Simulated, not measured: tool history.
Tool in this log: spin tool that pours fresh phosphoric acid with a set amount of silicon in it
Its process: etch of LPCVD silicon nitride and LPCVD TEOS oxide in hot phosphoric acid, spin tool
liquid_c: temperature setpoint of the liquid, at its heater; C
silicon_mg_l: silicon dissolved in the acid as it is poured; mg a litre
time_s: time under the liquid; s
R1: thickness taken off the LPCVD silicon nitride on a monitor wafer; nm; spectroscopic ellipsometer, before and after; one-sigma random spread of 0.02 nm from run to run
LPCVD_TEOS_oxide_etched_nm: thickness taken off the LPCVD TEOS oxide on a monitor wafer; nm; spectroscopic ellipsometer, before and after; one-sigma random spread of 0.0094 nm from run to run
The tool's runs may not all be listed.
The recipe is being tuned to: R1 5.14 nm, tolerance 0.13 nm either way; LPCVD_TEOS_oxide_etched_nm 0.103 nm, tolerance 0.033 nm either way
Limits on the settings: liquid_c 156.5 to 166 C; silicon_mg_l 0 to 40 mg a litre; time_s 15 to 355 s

{"run": 1, "hour": 0.0, "liquid_c": 161, "silicon_mg_l": 17.5, "time_s": 180, "R1": 15.687, "LPCVD_TEOS_oxide_etched_nm": 0.3878}
{"run": 2, "hour": 7.0, "liquid_c": 161, "silicon_mg_l": 17.5, "time_s": 115, "R1": 10.034, "LPCVD_TEOS_oxide_etched_nm": 0.22219}
{"run": 3, "hour": 10.1, "liquid_c": 162, "silicon_mg_l": 17.5, "time_s": 115, "R1": 10.332, "LPCVD_TEOS_oxide_etched_nm": 0.25139}
{"run": 4, "hour": 12.7, "liquid_c": 162, "silicon_mg_l": 9, "time_s": 115, "R1": 10.315, "LPCVD_TEOS_oxide_etched_nm": 0.33734}
{"run": 5, "hour": 20.4, "liquid_c": 161.5, "silicon_mg_l": 9.5, "time_s": 100, "R1": 8.7773, "LPCVD_TEOS_oxide_etched_nm": 0.2652}
{"run": 6, "hour": 21.0, "liquid_c": 161.5, "silicon_mg_l": 1, "time_s": 100, "R1": 8.8193, "LPCVD_TEOS_oxide_etched_nm": 0.25993}
{"run": 7, "hour": 24.4, "liquid_c": 161, "silicon_mg_l": 1, "time_s": 90, "R1": 7.7767, "LPCVD_TEOS_oxide_etched_nm": 0.28366}
{"run": 8, "hour": 30.3, "liquid_c": 161, "silicon_mg_l": 1, "time_s": 90, "R1": 7.824, "LPCVD_TEOS_oxide_etched_nm": 0.30207}
{"run": 9, "hour": 35.3, "liquid_c": 161, "silicon_mg_l": 1, "time_s": 90, "R1": 7.7577, "LPCVD_TEOS_oxide_etched_nm": 0.22786}
{"run": 10, "hour": 36.3, "liquid_c": 160.5, "silicon_mg_l": 1, "time_s": 85, "R1": 7.2757, "LPCVD_TEOS_oxide_etched_nm": 0.23093}
{"run": 11, "hour": 37.9, "liquid_c": 160, "silicon_mg_l": 2.5, "time_s": 80, "R1": 6.6731, "LPCVD_TEOS_oxide_etched_nm": 0.19708}
{"run": 12, "hour": 40.5, "liquid_c": 159.5, "silicon_mg_l": 3.5, "time_s": 80, "R1": 6.5711, "LPCVD_TEOS_oxide_etched_nm": 0.20816}
{"run": 13, "hour": 43.2, "liquid_c": 159, "silicon_mg_l": 7, "time_s": 75, "R1": 6.0733, "LPCVD_TEOS_oxide_etched_nm": 0.18201}
{"run": 14, "hour": 49.9, "liquid_c": 158.5, "silicon_mg_l": 10.5, "time_s": 75, "R1": 5.9859, "LPCVD_TEOS_oxide_etched_nm": 0.16132}
{"hour": 57.5, "done": "heated supply line repaired"}
{"run": 15, "hour": 57.5, "liquid_c": 158, "silicon_mg_l": 12.5, "time_s": 75, "R1": 6.4134, "LPCVD_TEOS_oxide_etched_nm": 0.18668}
{"run": 16, "hour": 60.9, "liquid_c": 160.5, "silicon_mg_l": 5, "time_s": 55, "R1": 5.1238, "LPCVD_TEOS_oxide_etched_nm": 0.16997}
{"run": 17, "hour": 62.3, "liquid_c": 160.5, "silicon_mg_l": 9, "time_s": 55, "R1": 5.1296, "LPCVD_TEOS_oxide_etched_nm": 0.1518}
{"run": 18, "hour": 70.3, "liquid_c": 160.5, "silicon_mg_l": 12, "time_s": 55, "R1": 5.1144, "LPCVD_TEOS_oxide_etched_nm": 0.16526}

Of the 5 settings listed for the next run, only one would bring every result within its allowed miss of target. Which one?
{"run": "A", "hour": 78.3, "liquid_c": 158, "silicon_mg_l": 20.5, "time_s": 60, "R1": "?", "LPCVD_TEOS_oxide_etched_nm": "?"}
{"run": "B", "hour": 78.3, "liquid_c": 162.5, "silicon_mg_l": 0, "time_s": 50, "R1": "?", "LPCVD_TEOS_oxide_etched_nm": "?"}
{"run": "C", "hour": 78.3, "liquid_c": 158.5, "silicon_mg_l": 24.5, "time_s": 55, "R1": "?", "LPCVD_TEOS_oxide_etched_nm": "?"}
{"run": "D", "hour": 78.3, "liquid_c": 157, "silicon_mg_l": 38.5, "time_s": 60, "R1": "?", "LPCVD_TEOS_oxide_etched_nm": "?"}
{"run": "E", "hour": 78.3, "liquid_c": 156.5, "silicon_mg_l": 40, "time_s": 60, "R1": "?", "LPCVD_TEOS_oxide_etched_nm": "?"}

move=A R1=5.1391 LPCVD_TEOS_oxide_etched_nm=0.1176
move=B R1=4.9805 LPCVD_TEOS_oxide_etched_nm=0.21798
move=C R1=4.7913 LPCVD_TEOS_oxide_etched_nm=0.098926
move=D R1=4.9675 LPCVD_TEOS_oxide_etched_nm=0.052181
move=E R1=4.8835 LPCVD_TEOS_oxide_etched_nm=0.045686
A: all results in spec
B: the biggest miss grows against the last run
C: meets the target for the result that was furthest off, but another lies outside its allowed miss
D: takes the result that was furthest off past its target
E: takes the result that was furthest off past its target
So the answer is move A, the one that meets all the targets.
